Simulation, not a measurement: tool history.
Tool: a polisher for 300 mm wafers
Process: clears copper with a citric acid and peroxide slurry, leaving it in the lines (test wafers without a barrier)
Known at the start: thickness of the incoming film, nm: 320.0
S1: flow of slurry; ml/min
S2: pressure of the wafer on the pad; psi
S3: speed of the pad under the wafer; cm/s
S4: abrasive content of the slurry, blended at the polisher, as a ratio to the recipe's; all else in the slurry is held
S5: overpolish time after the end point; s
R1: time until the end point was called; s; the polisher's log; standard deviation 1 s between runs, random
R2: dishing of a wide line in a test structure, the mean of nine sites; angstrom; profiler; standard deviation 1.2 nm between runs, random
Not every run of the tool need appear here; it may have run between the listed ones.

run	day	S1	S2	S3	S4	S5	R1	R2
1	0.000	180	2.8	110	1.0	25	132.13	458.00
2	0.104	185	2.9	110	1.0	26	128.06	481.36
3	0.421	200	2.9	110	1.0	26	126.47	482.64
4	0.746	200	2.9	136	1.0	26	102.92	579.41
5	0.958	200	2.5	136	1.0	26	115.71	511.74
6	1.325	200	2.5	158	1.0	26	100.60	546.52
7	1.421	190	2.4	158	1.0	27	105.38	535.71
8	1.492	185	2.4	158	1.0	28	105.12	596.74
9	1.575	180	2.4	158	1.0	28	105.12	568.30

Forecast run 10:
10	1.892	175	2.4	158	1.0	28	?	?

R1: 105.92 s
R2: 550.05 angstrom
